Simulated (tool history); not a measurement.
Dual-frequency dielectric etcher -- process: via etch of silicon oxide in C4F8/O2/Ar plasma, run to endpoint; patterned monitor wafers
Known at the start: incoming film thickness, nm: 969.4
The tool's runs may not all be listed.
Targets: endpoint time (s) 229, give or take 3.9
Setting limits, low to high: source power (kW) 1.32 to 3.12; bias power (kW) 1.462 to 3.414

run 1 day=0 | source_power_(kW)=2.22 bias_power_(kW)=2.438 | endpoint_time_(s)=202.01
run 2 day=0.096 | source_power_(kW)=2.22 bias_power_(kW)=2.857 | endpoint_time_(s)=194.64
run 3 day=0.429 | source_power_(kW)=2.4 bias_power_(kW)=2.857 | endpoint_time_(s)=189.26
run 4 day=0.454 | source_power_(kW)=2.4 bias_power_(kW)=3.036 | endpoint_time_(s)=187.81
run 5 day=0.496 | source_power_(kW)=2.27 bias_power_(kW)=2.967 | endpoint_time_(s)=193.05
run 6 day=0.646 | source_power_(kW)=2.27 bias_power_(kW)=3.306 | endpoint_time_(s)=185.06
run 7 day=0.912 | source_power_(kW)=2.15 bias_power_(kW)=3.216 | endpoint_time_(s)=188.3
run 8 day=0.996 | source_power_(kW)=1.7 bias_power_(kW)=2.728 | endpoint_time_(s)=213.63
run 9 day=1.25 | source_power_(kW)=1.66 bias_power_(kW)=2.708 | endpoint_time_(s)=216.81
-- day=1.417 wet clean of the chamber
run 10 day=1.417 | source_power_(kW)=1.62 bias_power_(kW)=2.699 | endpoint_time_(s)=211.95
run 11 day=1.6 | source_power_(kW)=1.58 bias_power_(kW)=2.645 | endpoint_time_(s)=216.24

Which single option among these 4 for the next run brings every result within its allowed miss of target? Just one does.
run A day=1.783 | source_power_(kW)=1.32 bias_power_(kW)=2.184 | endpoint_time_(s)=?
run B day=1.783 | source_power_(kW)=1.73 bias_power_(kW)=2.972 | endpoint_time_(s)=?
run C day=1.783 | source_power_(kW)=2.15 bias_power_(kW)=2.829 | endpoint_time_(s)=?
run D day=1.783 | source_power_(kW)=1.39 bias_power_(kW)=2.465 | endpoint_time_(s)=?

move=A endpoint_time_(s)=237.59
move=B endpoint_time_(s)=201.7
move=C endpoint_time_(s)=191.2
move=D endpoint_time_(s)=226.62
A: takes the biggest miss from the last run beyond its target
B: the biggest miss grows against the last run
C: the biggest miss grows against the last run
D: every result within its allowed miss
The right move is D.
